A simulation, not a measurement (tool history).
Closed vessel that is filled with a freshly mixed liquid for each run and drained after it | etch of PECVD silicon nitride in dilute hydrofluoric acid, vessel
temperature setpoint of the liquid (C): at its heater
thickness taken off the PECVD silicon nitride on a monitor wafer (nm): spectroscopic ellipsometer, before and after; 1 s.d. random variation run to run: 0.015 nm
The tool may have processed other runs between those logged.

| run | hour | temperature setpoint of the liquid (C) | parts of water to one part of 49 % hydrofluoric acid (parts by volume) | time in the liquid (s) | thickness taken off the PECVD silicon nitride on a monitor wafer (nm) |
|---|---|---|---|---|---|
| 1 | 0.0 | 26.0 | 180 | 230 | 6.8461 |
| 2 | 2.1 | 24.0 | 190 | 230 | 5.7373 |
| 3 | 8.5 | 27.0 | 190 | 230 | 6.9211 |
| 4 | 16.4 | 27.0 | 190 | 165 | 4.9601 |
| 5 | 18.0 | 27.0 | 190 | 165 | 5.0064 |
| 6 | 23.1 | 27.0 | 130 | 165 | 7.2784 |
| 7 | 27.6 | 25.0 | 150 | 165 | 5.5317 |
| 8 | 34.0 | 25.0 | 150 | 165 | 5.5632 |
| 9 | 41.7 | 23.5 | 155 | 165 | 4.8280 |
| 10 | 47.7 | 22.5 | 155 | 165 | 4.5584 |

Expected results for the next run?
| 11 | 52.4 | 21.5 | 155 | 165 | ? |

Run 11 measured thickness taken off the PECVD silicon nitride on a monitor wafer (nm) 4.3045.
